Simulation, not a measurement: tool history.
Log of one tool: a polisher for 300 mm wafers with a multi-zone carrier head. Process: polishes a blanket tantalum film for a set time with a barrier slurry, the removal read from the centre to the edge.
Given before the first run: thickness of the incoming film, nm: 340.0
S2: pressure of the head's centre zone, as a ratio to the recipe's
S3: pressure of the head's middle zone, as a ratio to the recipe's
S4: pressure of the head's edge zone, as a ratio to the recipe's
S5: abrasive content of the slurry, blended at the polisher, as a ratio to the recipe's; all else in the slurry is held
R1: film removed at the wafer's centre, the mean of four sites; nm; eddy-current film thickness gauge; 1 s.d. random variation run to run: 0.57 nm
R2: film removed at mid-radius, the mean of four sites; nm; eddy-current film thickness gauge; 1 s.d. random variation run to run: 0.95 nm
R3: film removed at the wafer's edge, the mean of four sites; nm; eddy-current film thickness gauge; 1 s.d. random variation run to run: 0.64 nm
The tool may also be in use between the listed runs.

Run 1, hour 0.0: flow of slurry (ml/min) 150, S2 1.00, S3 1.00, S4 1.00, S5 1.00, polishing time (s) 52. Result: R1 91.464 nm, R2 94.036 nm, R3 95.674 nm.
Run 2, hour 4.5: flow of slurry (ml/min) 150, S2 1.00, S3 1.00, S4 1.00, S5 1.00, polishing time (s) 61. Result: R1 106.510 nm, R2 114.660 nm, R3 111.770 nm.
Run 3, hour 9.5: flow of slurry (ml/min) 150, S2 1.01, S3 1.01, S4 0.98, S5 0.95, polishing time (s) 60. Result: R1 105.330 nm, R2 108.550 nm, R3 108.930 nm.
Run 4, hour 15.9: flow of slurry (ml/min) 150, S2 1.01, S3 0.96, S4 0.98, S5 0.95, polishing time (s) 60. Result: R1 105.050 nm, R2 104.850 nm, R3 107.200 nm.
Run 5, hour 20.6: flow of slurry (ml/min) 150, S2 1.10, S3 0.96, S4 0.98, S5 0.95, polishing time (s) 60. Result: R1 114.880 nm, R2 106.070 nm, R3 107.210 nm.
Run 6, hour 28.7: flow of slurry (ml/min) 150, S2 1.10, S3 0.96, S4 0.91, S5 0.95, polishing time (s) 60. Result: R1 114.860 nm, R2 105.380 nm, R3 102.500 nm.
Run 7, hour 34.7: flow of slurry (ml/min) 150, S2 1.10, S3 0.97, S4 0.90, S5 0.90, polishing time (s) 59. Result: R1 111.570 nm, R2 103.490 nm, R3 101.080 nm.
Run 8, hour 37.4: flow of slurry (ml/min) 180, S2 1.14, S3 1.07, S4 0.81, S5 0.65, polishing time (s) 45. Result: R1 85.639 nm, R2 79.787 nm, R3 69.902 nm.
Run 9, hour 44.4: flow of slurry (ml/min) 180, S2 1.14, S3 1.07, S4 0.82, S5 0.65, polishing time (s) 45. Result: R1 85.239 nm, R2 82.368 nm, R3 71.368 nm.

Run 10 comes next. What will it give?
Run 10, hour 49.4: flow of slurry (ml/min) 175, S2 1.12, S3 1.07, S4 0.85, S5 0.65, polishing time (s) 45. Result: R1 ?, R2 ?, R3 ?.

Run 10 came out at R1 84.376 nm, R2 78.860 nm, R3 71.573 nm.

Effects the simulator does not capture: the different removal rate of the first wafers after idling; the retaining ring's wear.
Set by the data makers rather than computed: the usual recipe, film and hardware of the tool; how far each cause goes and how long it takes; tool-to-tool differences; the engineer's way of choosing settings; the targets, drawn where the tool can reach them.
